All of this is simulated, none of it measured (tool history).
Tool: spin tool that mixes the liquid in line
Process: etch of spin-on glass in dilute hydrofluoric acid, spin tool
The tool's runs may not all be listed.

run,hour,temperature setpoint of the liquid (C),parts of water to one part of 49 % hydrofluoric acid (parts by volume),time under the liquid (s),thickness taken off the spin-on glass on a monitor wafer (nm)
1,0,23,260,75,5.2366
2,2.3,23,185,75,7.9989
3,6.9,23,185,55,5.8344
4,13.9,21,185,55,5.3659
5,16.3,21,125,55,8.5196
6,23.5,20.5,145,55,7.0412
7,24.1,20,160,55,6.2253
8,27.1,19.5,170,55,5.6641
9,28.3,19,175,55,5.3741
10,32.1,18.5,180,55,5.0572
11,38,18,185,55,4.8063
12,39.9,18,190,55,4.6851
13,47.7,18,195,55,4.5003
14,54.5,18,200,55,4.3712

Forecast run 15:
15,59.8,17.5,205,55,?

Run 15 gave thickness taken off the spin-on glass on a monitor wafer (nm) 4.1744.
